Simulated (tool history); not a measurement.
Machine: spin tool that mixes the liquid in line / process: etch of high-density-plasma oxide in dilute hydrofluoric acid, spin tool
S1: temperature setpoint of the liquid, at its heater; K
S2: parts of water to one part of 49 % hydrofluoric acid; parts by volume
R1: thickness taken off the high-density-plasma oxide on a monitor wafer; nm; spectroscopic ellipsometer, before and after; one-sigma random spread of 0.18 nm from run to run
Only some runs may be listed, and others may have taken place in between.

run 1 day=0 | S1=296.15 S2=180 time_under_the_liquid_(s)=305 | R1=7.4007
run 2 day=0.092 | S1=298.15 S2=145 time_under_the_liquid_(s)=305 | R1=10.336
run 3 day=0.388 | S1=298.15 S2=145 time_under_the_liquid_(s)=325 | R1=11.027
run 4 day=0.654 | S1=299.65 S2=125 time_under_the_liquid_(s)=325 | R1=13.797
run 5 day=0.979 | S1=301.15 S2=115 time_under_the_liquid_(s)=325 | R1=16.008
run 6 day=1.262 | S1=302.15 S2=110 time_under_the_liquid_(s)=325 | R1=17.509
run 7 day=1.517 | S1=302.65 S2=105 time_under_the_liquid_(s)=325 | R1=18.878
run 8 day=1.75 | S1=303.15 S2=105 time_under_the_liquid_(s)=325 | R1=19.216

Estimate the outcome of run 9 from the log above:
-- day=2.125 thermometer replaced
run 9 day=2.125 | S1=303.65 S2=105 time_under_the_liquid_(s)=325 | R1=?

Run 9 gave R1 21.574 nm.
